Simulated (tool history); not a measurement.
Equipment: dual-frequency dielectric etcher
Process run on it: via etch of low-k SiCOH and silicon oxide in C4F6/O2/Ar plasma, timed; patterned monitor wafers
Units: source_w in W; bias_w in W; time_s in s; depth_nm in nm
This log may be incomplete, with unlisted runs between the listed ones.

Run 1, hour 0.0: source_w 360 W, bias_w 201 W, time_s 45.0 s. Result: depth_nm 134.82 nm.
Run 2, hour 1.2: source_w 360 W, bias_w 201 W, time_s 45.0 s. Result: depth_nm 134.63 nm.
Run 3, hour 9.6: source_w 330 W, bias_w 189 W, time_s 44.5 s. Result: depth_nm 125.50 nm.
Run 4, hour 17.4: source_w 310 W, bias_w 185 W, time_s 44.5 s. Result: depth_nm 119.34 nm.
Run 5, hour 25.5: source_w 310 W, bias_w 185 W, time_s 45.0 s. Result: depth_nm 121.21 nm.
Run 6, hour 32.6: source_w 310 W, bias_w 171 W, time_s 45.0 s. Result: depth_nm 118.27 nm.
Run 7, hour 33.8: source_w 260 W, bias_w 160 W, time_s 44.5 s. Result: depth_nm 102.36 nm.

What will run 8 give?
Run 8, hour 39.0: source_w 270 W, bias_w 161 W, time_s 44.5 s. Result: depth_nm ?.

depth_nm: 105.31 nm
